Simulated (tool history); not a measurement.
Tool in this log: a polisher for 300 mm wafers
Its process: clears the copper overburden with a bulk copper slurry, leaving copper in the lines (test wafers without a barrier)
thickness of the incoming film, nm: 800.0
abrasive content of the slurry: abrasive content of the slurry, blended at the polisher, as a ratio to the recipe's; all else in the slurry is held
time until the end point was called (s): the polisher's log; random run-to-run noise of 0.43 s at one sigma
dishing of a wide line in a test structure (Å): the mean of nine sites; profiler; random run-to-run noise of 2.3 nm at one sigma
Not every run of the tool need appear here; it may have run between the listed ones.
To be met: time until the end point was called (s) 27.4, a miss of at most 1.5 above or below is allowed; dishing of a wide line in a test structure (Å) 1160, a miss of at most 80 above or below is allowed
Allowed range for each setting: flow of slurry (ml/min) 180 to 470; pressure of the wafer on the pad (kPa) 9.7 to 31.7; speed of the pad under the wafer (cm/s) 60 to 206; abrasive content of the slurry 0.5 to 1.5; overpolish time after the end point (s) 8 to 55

run	hour	flow of slurry (ml/min)	pressure of the wafer on the pad (kPa)	speed of the pad under the wafer (cm/s)	abrasive content of the slurry	overpolish time after the end point (s)	time until the end point was called (s)	dishing of a wide line in a test structure (Å)
1	0	300	20.7	132	1	28	60.22	984.68
2	5	300	22.1	136	1	27	55.214	1005.4
3	8.2	300	23.4	140	1	26	50.92	1033.2
4	12.1	300	23.4	140	1	16	50.783	909.03
5	18.1	300	23.4	140	1	22	49.451	987.15
6	24.3	300	24.1	142	1	22	50.523	1021.1
7	28.7	305	24.8	150	1	20	45.334	1012.3
8	31.4	305	25.5	154	1	19	41.583	1069
# hour 33.2: head pressure recalibrated
9	33.2	305	26.2	156	1	18	38.673	1078.2
10	34.2	305	26.2	156	1	18	39.638	1050.5

Which of these 4 next moves meets every target?
A	35.2	330	20	98	0.95	47	?	?
B	35.2	280	27.6	206	1.05	24	?	?
C	35.2	355	31	206	1	8	?	?
D	35.2	370	31.7	206	1.05	17	?	?

move	time until the end point was called (s)	dishing of a wide line in a test structure (Å)
A	81.294	1055.6
B	28.738	1153.3
C	25.382	991.55
D	24.559	1169.4
A: the biggest miss grows against the last run
B: every result within its allowed miss
C: moves the result that the last run missed by most past its target, out the other side
D: moves the result that the last run missed by most past its target, out the other side
Go with B: it meets all targets.

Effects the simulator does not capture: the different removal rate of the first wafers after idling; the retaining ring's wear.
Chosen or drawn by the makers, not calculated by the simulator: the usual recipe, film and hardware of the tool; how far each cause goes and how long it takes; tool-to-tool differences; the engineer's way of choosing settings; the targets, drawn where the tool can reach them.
